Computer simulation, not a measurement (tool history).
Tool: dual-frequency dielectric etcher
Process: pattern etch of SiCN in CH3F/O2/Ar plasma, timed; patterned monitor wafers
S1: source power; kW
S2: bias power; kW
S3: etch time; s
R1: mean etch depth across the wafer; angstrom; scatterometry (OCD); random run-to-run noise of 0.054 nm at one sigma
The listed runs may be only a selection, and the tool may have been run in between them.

run 1 hour=0 | S1=0.29 S2=0.069 S3=34.5 | R1=104.03
run 2 hour=4.5 | S1=0.29 S2=0.069 S3=34.5 | R1=105.23
run 3 hour=6.3 | S1=0.29 S2=0.069 S3=31.5 | R1=95.026
run 4 hour=11.8 | S1=0.28 S2=0.068 S3=31.5 | R1=94.435
run 5 hour=19.9 | S1=0.28 S2=0.076 S3=31.5 | R1=96.355
run 6 hour=24 | S1=0.28 S2=0.086 S3=31.5 | R1=101.81
run 7 hour=29.8 | S1=0.26 S2=0.085 S3=31.5 | R1=96.657

Expected results for the next run?
run 8 hour=32 | S1=0.25 S2=0.084 S3=31.5 | R1=?

Run 8 yielded R1 95.559 angstrom.
